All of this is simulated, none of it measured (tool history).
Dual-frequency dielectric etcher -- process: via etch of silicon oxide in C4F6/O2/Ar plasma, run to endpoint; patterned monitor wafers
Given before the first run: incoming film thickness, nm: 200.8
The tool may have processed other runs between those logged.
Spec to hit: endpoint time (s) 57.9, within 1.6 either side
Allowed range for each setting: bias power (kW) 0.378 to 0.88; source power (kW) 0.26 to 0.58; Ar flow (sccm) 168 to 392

run,hour,bias power (kW),source power (kW),Ar flow (sccm),endpoint time (s)
1,0,0.629,0.42,280,41.261
2,6.6,0.629,0.42,329,41.553
3,7.7,0.629,0.42,287,40.697
4,10.1,0.629,0.42,334,42.059
5,12.5,0.57,0.42,334,44.554
# hour 18.9: Ar flow controller replaced
6,18.9,0.505,0.39,341,48.48
7,22,0.462,0.37,347,52.052
8,23.4,0.435,0.36,349,55.219
9,30,0.421,0.36,349,56.483
10,31.2,0.421,0.36,349,56.765

Pick the move, out of 5, that brings all results within their allowed miss; only one does.
A,32.4,0.421,0.39,327,?
B,32.4,0.473,0.31,359,?
C,32.4,0.413,0.32,305,?
D,32.4,0.44,0.38,366,?
E,32.4,0.445,0.36,322,?

move,endpoint time (s)
A,54.339
B,54.609
C,58.393
D,53.695
E,53.7
A: its largest miss is bigger than the last run's
B: its largest miss is bigger than the last run's
C: hits every target within its allowed miss
D: its largest miss is bigger than the last run's
E: its largest miss is bigger than the last run's
Answer: C
